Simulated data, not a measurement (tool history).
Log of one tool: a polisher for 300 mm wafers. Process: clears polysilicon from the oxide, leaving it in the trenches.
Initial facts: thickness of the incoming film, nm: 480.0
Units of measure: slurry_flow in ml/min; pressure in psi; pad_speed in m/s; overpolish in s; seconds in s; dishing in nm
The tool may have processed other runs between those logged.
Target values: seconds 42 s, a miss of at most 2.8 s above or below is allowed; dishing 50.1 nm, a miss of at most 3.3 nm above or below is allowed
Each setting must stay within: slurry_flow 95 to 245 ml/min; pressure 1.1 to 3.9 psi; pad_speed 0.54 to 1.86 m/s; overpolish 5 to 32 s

run	hour	slurry_flow	pressure	pad_speed	overpolish	seconds	dishing
1	0	155	2.5	1.18	16	26.079	52.282
2	0.6	155	2.3	1.16	15	29.491	49.414
3	9	155	2.2	1.14	17	30.035	52.819
4	16	155	2.2	1.14	23	30.985	51.14
5	22.4	155	2.2	1.14	17	30.852	51.882
6	30.9	170	2.2	1.14	17	29.994	52.23
7	32.2	165	2.1	1.14	17	31.595	52.517
8	34.3	155	2	1.14	17	32.692	52.924
9	41.7	155	2.1	1.08	17	32.985	52.4
10	45.7	160	1.7	0.92	9	42.147	43.901
11	53.7	160	1.7	0.92	10	44.174	45.615

Of the 5 settings listed for the next run, only one would bring every result within its allowed miss of target. Which one?
A	61.7	150	1.8	0.92	15	?	?
B	61.7	180	2.1	0.68	8	?	?
C	61.7	165	1.5	0.84	22	?	?
D	61.7	165	1.5	0.9	18	?	?
E	61.7	155	1.7	1.08	8	?	?

move	seconds	dishing
A	42.438	51.831
B	42.113	44.73
C	51.934	52.773
D	49.911	51.959
E	40.316	45.421
A: all results land within tolerance of their targets
B: its largest miss is bigger than the last run's
C: brings the last run's worst result on target, with another outside its allowed miss
D: brings the last run's worst result on target, with another outside its allowed miss
E: about the same distance from the targets as the last run
A meets every target.
